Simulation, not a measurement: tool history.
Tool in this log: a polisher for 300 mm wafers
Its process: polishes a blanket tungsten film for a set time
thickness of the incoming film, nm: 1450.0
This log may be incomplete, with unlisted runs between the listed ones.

| run | day | flow of slurry (ml/min) | pressure of the wafer on the pad (kPa) | speed of the pad under the wafer (m/s) | abrasive content of the slurry | polishing time (s) | film removed (Å) |
|---|---|---|---|---|---|---|---|
| 1 | 0.000 | 315 | 31.7 | 0.86 | 1.0 | 116 | 5581.6 |
| 2 | 0.142 | 315 | 28.3 | 0.78 | 1.0 | 116 | 4488.5 |
| 3 | 0.504 | 315 | 25.5 | 0.72 | 1.0 | 116 | 3743.1 |
| 4 | 0.796 | 315 | 23.4 | 0.68 | 1.0 | 116 | 3233.7 |
|  | 0.925 | head pressure recalibrated |
| 5 | 0.925 | 315 | 21.4 | 0.66 | 1.0 | 116 | 2603.2 |
| 6 | 1.121 | 315 | 20.7 | 0.66 | 1.0 | 116 | 2610.9 |
| 7 | 1.212 | 315 | 20.0 | 0.66 | 1.0 | 116 | 2457.8 |
| 8 | 1.496 | 315 | 19.3 | 0.66 | 1.0 | 116 | 2432.9 |
| 9 | 1.842 | 315 | 18.6 | 0.66 | 1.0 | 116 | 2356.7 |
| 10 | 1.908 | 315 | 18.6 | 0.66 | 1.0 | 116 | 2349.8 |
| 11 | 2.212 | 315 | 17.9 | 0.66 | 1.0 | 116 | 2236.9 |

What does the tool deliver on the next run?
| 12 | 2.338 | 315 | 15.2 | 0.66 | 1.0 | 116 | ? |

{"run 12": {"film removed (Å)": 1893.0}}

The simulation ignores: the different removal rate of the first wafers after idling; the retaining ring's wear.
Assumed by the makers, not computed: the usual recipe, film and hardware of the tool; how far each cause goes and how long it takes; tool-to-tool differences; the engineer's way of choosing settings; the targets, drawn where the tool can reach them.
